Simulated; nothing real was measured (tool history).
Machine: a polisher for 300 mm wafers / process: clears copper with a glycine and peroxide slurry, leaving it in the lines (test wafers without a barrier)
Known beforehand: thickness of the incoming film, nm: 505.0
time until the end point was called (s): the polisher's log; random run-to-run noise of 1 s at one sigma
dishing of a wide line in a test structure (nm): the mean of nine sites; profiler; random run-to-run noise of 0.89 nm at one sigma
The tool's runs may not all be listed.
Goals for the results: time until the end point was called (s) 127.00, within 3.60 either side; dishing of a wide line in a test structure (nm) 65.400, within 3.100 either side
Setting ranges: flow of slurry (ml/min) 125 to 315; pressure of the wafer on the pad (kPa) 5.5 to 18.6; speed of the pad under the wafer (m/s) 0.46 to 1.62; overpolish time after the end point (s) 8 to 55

run	hour	flow of slurry (ml/min)	pressure of the wafer on the pad (kPa)	speed of the pad under the wafer (m/s)	overpolish time after the end point (s)	time until the end point was called (s)	dishing of a wide line in a test structure (nm)
1	0.0	205	11.7	1.04	28	141.57	59.931
2	8.1	210	12.4	1.04	28	136.25	60.554
3	16.3	210	12.4	0.94	28	146.28	58.618
4	21.5	210	13.8	0.94	28	134.96	61.325
5	29.1	210	13.8	0.94	39	133.91	74.023
6	29.8	210	13.8	0.94	34	134.11	67.068
7	33.6	215	13.8	0.94	33	132.97	69.739
8	38.6	215	13.8	0.94	32	134.03	66.161
9	41.6	220	13.8	0.94	31	132.31	66.980

Pick the move, out of 5, that brings all results within their allowed miss; only one does.
A	44.6	225	13.8	0.84	31	?	?
B	44.6	300	15.9	0.72	33	?	?
C	44.6	255	13.1	1.04	31	?	?
D	44.6	255	16.5	0.72	31	?	?
E	44.6	150	14.5	0.86	36	?	?

move	time until the end point was called (s)	dishing of a wide line in a test structure (nm)
A	143.42	64.574
B	137.94	69.408
C	127.69	67.538
D	135.84	67.685
E	145.55	69.505
A: its largest miss is bigger than the last run's
B: its largest miss is bigger than the last run's
C: all results in spec
D: its largest miss is bigger than the last run's
E: its largest miss is bigger than the last run's
C meets every target.
